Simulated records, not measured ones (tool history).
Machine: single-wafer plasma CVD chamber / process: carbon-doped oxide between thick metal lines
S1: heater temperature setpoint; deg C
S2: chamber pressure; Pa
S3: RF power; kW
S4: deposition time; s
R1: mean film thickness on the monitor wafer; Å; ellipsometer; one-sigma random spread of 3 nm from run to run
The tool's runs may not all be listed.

{"run": 1, "hour": 0.0, "S1": 345, "S2": 856, "S3": 0.525, "S4": 238, "R1": 13645}
{"run": 2, "hour": 6.5, "S1": 345, "S2": 772, "S3": 0.525, "S4": 238, "R1": 13482}
{"run": 3, "hour": 14.6, "S1": 340, "S2": 772, "S3": 0.525, "S4": 238, "R1": 13722}
{"run": 4, "hour": 23.4, "S1": 340, "S2": 772, "S3": 0.525, "S4": 238, "R1": 13733}
{"run": 5, "hour": 28.5, "S1": 340, "S2": 824, "S3": 0.525, "S4": 238, "R1": 13850}
{"run": 6, "hour": 35.8, "S1": 348, "S2": 824, "S3": 0.525, "S4": 238, "R1": 13458}
{"run": 7, "hour": 38.6, "S1": 351, "S2": 788, "S3": 0.515, "S4": 238, "R1": 13073}
{"run": 8, "hour": 45.7, "S1": 353, "S2": 756, "S3": 0.51, "S4": 238, "R1": 12941}
{"run": 9, "hour": 47.1, "S1": 365, "S2": 609, "S3": 0.425, "S4": 238, "R1": 10460}
{"run": 10, "hour": 54.0, "S1": 362, "S2": 617, "S3": 0.425, "S4": 238, "R1": 10653}
{"run": 11, "hour": 60.8, "S1": 360, "S2": 624, "S3": 0.425, "S4": 238, "R1": 10668}
{"run": 12, "hour": 69.2, "S1": 358, "S2": 632, "S3": 0.425, "S4": 238, "R1": 10752}
{"run": 13, "hour": 74.3, "S1": 358, "S2": 632, "S3": 0.425, "S4": 238, "R1": 10728}

What will run 14 give?
{"run": 14, "hour": 76.6, "S1": 356, "S2": 643, "S3": 0.425, "S4": 238, "R1": "?"}

{"run 14": {"R1": 10862}}
